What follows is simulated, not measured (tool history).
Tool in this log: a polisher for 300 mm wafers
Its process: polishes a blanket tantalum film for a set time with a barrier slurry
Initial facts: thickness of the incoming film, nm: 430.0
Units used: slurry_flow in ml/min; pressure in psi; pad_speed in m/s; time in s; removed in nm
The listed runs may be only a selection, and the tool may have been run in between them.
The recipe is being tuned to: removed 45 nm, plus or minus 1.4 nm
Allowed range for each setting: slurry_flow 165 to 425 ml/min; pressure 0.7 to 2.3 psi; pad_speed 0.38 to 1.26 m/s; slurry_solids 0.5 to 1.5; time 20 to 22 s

run	day	slurry_flow	pressure	pad_speed	slurry_solids	time	removed
1	0	275	1.5	0.82	1	22	21.23
2	0.108	275	1.5	0.82	1	20	19.42
3	0.367	275	1.2	0.82	1	20	15.789
4	0.558	275	1.3	0.84	1	20	17.349
5	0.708	275	1.4	0.86	1	20	18.635
6	0.754	275	1.5	0.88	1	20	20.47
# day 1.042: slurry blender recalibrated
7	1.042	275	1.6	0.9	1	20	24.666
8	1.171	280	2	0.9	1	20	30.607
9	1.329	280	2	0.9	1	20	30.846
10	1.683	285	2.3	1.06	1	20	41.467

Consider the 5 candidate settings below. Which is the only one whose results all fall within their allowed miss of target?
A	2.038	260	2	1.18	1.05	21	?
B	2.038	265	2.3	1.1	0.85	21	?
C	2.038	265	2.3	1.04	0.95	21	?
D	2.038	265	2.3	1.06	0.95	21	?
E	2.038	320	2.2	1.12	1	21	?

move	removed
A	42.232
B	42.298
C	41.581
D	42.362
E	44.329
A: moves toward the targets from the last run without getting all of them in spec
B: moves toward the targets from the last run without getting all of them in spec
C: just as far off the targets as the last run
D: moves toward the targets from the last run without getting all of them in spec
E: every result within its allowed miss
Go with E: it meets all targets.
